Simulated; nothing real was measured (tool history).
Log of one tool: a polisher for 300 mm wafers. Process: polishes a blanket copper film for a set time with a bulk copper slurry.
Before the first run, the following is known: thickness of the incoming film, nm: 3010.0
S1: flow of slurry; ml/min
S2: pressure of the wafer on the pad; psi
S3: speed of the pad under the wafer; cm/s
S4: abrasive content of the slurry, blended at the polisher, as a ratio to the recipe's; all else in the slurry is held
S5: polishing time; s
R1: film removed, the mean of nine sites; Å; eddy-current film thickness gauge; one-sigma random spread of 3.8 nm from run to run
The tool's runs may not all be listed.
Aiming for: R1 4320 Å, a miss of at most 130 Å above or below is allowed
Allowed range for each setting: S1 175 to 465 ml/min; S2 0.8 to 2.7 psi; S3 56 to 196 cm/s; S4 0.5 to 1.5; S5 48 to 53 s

run,day,S1,S2,S3,S4,S5,R1
1,0,295,1.7,126,1,53,3118.9
2,0.275,295,1.7,94,1,53,2337.6
3,0.325,295,1.9,94,1,53,2629.9
4,0.446,295,2,94,1,53,2773
5,0.775,295,1.8,94,1,53,2500.2
6,0.879,295,2.1,94,1,53,2950.9
7,1.075,295,2.2,94,1,53,3008.3
8,1.396,305,2.7,114,1,53,4473.3

5 next moves are on the table. One of them brings every result within its allowed miss. Which?
A,1.717,305,2.7,124,1,51,?
B,1.717,315,2.7,120,1,53,?
C,1.717,325,2.6,130,1,50,?
D,1.717,245,2.4,124,1.05,53,?
E,1.717,250,2.7,128,1.1,49,?

move,R1
A,4738.4
B,4781.7
C,4708.7
D,4338.5
E,4679.9
A: its largest miss is bigger than the last run's
B: its largest miss is bigger than the last run's
C: its largest miss is bigger than the last run's
D: all results land within tolerance of their targets
E: its largest miss is bigger than the last run's
D is the move that brings every result within its allowed miss.
